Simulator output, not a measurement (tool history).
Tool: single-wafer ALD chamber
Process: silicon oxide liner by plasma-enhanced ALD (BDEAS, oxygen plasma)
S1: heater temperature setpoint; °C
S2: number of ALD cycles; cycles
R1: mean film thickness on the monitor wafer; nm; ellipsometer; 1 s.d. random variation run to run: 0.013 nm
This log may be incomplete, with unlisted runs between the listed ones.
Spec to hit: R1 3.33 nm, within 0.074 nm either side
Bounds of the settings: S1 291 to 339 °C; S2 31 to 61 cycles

{"run": 1, "hour": 0.0, "S1": 315, "S2": 46, "R1": 4.0152}
{"run": 2, "hour": 5.2, "S1": 307, "S2": 46, "R1": 4.0605}
{"run": 3, "hour": 9.6, "S1": 307, "S2": 49, "R1": 4.2983}
{"run": 4, "hour": 10.2, "S1": 307, "S2": 46, "R1": 4.0717}
{"run": 5, "hour": 18.4, "S1": 297, "S2": 46, "R1": 4.134}
{"run": 6, "hour": 22.8, "S1": 298, "S2": 43, "R1": 3.8607}
{"run": 7, "hour": 24.1, "S1": 299, "S2": 41, "R1": 3.668}
{"run": 8, "hour": 32.3, "S1": 300, "S2": 40, "R1": 3.5388}

Next run, 4 choices. One meets every target within its allowed miss, the rest don't. Which?
{"run": "A", "hour": 40.5, "S1": 318, "S2": 40, "R1": "?"}
{"run": "B", "hour": 40.5, "S1": 297, "S2": 37, "R1": "?"}
{"run": "C", "hour": 40.5, "S1": 298, "S2": 42, "R1": "?"}
{"run": "D", "hour": 40.5, "S1": 301, "S2": 41, "R1": "?"}

move=A R1=3.4557
move=B R1=3.3081
move=C R1=3.742
move=D R1=3.6258
A: nearer the targets than the last run, but a result is still out of spec
B: all results in spec
C: lands further from the targets than the last run did
D: lands further from the targets than the last run did
Go with B: it meets all targets.

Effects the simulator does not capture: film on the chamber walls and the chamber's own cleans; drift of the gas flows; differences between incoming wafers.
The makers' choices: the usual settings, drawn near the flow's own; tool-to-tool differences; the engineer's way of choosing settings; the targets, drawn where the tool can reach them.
